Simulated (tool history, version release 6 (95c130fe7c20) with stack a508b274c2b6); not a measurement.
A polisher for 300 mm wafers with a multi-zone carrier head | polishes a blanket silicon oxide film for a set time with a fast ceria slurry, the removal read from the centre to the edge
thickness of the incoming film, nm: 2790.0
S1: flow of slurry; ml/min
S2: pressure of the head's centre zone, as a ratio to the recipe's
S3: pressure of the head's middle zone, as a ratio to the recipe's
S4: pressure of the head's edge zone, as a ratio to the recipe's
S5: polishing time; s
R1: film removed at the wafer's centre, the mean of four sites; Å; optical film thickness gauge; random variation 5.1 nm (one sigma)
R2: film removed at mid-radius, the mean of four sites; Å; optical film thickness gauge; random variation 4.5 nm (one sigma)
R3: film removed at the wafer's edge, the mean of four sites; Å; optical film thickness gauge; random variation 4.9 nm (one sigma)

| run | hour | S1 | S2 | S3 | S4 | S5 | R1 | R2 | R3 |
|---|---|---|---|---|---|---|---|---|---|
| 1 | 0.0 | 145 | 1.00 | 1.00 | 1.00 | 75 | 6603.9 | 6254.2 | 6050.9 |
| 2 | 1.6 | 145 | 1.00 | 0.95 | 1.00 | 75 | 6633.6 | 6007.9 | 6083.3 |
| 3 | 9.9 | 140 | 1.02 | 0.91 | 0.97 | 67 | 5966.8 | 5439.0 | 5400.0 |
| 4 | 15.3 | 140 | 1.02 | 0.96 | 0.97 | 67 | 5999.5 | 5458.9 | 5281.1 |
| 5 | 17.7 | 140 | 0.95 | 0.96 | 0.97 | 67 | 5476.6 | 5502.7 | 5337.5 |
|  | 21.1 | edge zone pressure recalibrated |
| 6 | 21.1 | 140 | 0.95 | 0.92 | 0.97 | 67 | 5543.8 | 5269.2 | 5613.0 |
| 7 | 23.9 | 135 | 1.00 | 0.89 | 0.98 | 60 | 5231.6 | 4611.2 | 5030.9 |
| 8 | 25.9 | 125 | 1.03 | 0.88 | 0.97 | 57 | 4950.5 | 4276.0 | 4568.2 |
| 9 | 28.1 | 120 | 1.06 | 0.87 | 0.97 | 56 | 4898.7 | 4093.1 | 4636.7 |

Forecast run 10:
| 10 | 32.1 | 160 | 1.10 | 0.82 | 0.87 | 48 | ? | ? | ? |

R1: 4795.1 Å
R2: 3581.3 Å
R3: 3823.7 Å
